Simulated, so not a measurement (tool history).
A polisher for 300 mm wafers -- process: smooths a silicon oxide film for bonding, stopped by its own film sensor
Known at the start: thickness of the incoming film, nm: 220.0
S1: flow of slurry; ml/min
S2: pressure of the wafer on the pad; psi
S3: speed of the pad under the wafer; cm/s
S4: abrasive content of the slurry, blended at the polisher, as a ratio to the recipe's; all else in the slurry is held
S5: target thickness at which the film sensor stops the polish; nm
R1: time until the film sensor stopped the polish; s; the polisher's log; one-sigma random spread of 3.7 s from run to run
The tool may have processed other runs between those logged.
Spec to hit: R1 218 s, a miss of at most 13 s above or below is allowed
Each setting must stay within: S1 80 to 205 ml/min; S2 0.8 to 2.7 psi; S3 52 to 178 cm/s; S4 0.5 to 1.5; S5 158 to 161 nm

| run | day | S1 | S2 | S3 | S4 | S5 | R1 |
|---|---|---|---|---|---|---|---|
| 1 | 0 | 135 | 1.7 | 114 | 1 | 161 | 93.923 |
| 2 | 0.354 | 135 | 1.7 | 114 | 0.9 | 161 | 100.53 |
| 3 | 0.475 | 135 | 1.6 | 110 | 0.9 | 161 | 104.55 |
| 4 | 0.75 | 135 | 1.6 | 124 | 0.9 | 161 | 96.297 |
| 5 | 0.967 | 135 | 1.2 | 124 | 0.9 | 161 | 126.7 |
| 6 | 1.217 | 135 | 1.2 | 120 | 0.9 | 161 | 133.15 |
| 7 | 1.542 | 135 | 1.2 | 118 | 0.9 | 161 | 130.18 |
| 8 | 1.75 | 135 | 1.2 | 114 | 0.9 | 161 | 134.06 |
| 9 | 1.992 | 135 | 1.2 | 110 | 0.9 | 161 | 141.45 |
| 10 | 2.058 | 135 | 1.2 | 108 | 0.9 | 161 | 139.99 |
| 11 | 2.175 | 135 | 1.2 | 106 | 0.9 | 161 | 143.07 |
| 12 | 2.279 | 135 | 1.2 | 104 | 0.9 | 161 | 140.25 |
| 13 | 2.512 | 135 | 0.8 | 72 | 0.85 | 160 | 297.96 |
| 14 | 2.65 | 135 | 1 | 74 | 0.85 | 160 | 233.07 |

Of the 4 settings listed for the next run, only one would bring every result within its allowed miss of target. Which one?
| A | 2.788 | 135 | 0.9 | 72 | 0.9 | 161 | ? |
| B | 2.788 | 105 | 0.9 | 106 | 0.8 | 158 | ? |
| C | 2.788 | 115 | 0.9 | 76 | 0.9 | 160 | ? |
| D | 2.788 | 115 | 1.1 | 64 | 0.85 | 160 | ? |

| move | R1 |
|---|---|
| A | 254.15 |
| B | 221.88 |
| C | 256.29 |
| D | 251.24 |
A: misses by more than the last run did
B: each result inside its tolerance
C: misses by more than the last run did
D: misses by more than the last run did
B meets every target.

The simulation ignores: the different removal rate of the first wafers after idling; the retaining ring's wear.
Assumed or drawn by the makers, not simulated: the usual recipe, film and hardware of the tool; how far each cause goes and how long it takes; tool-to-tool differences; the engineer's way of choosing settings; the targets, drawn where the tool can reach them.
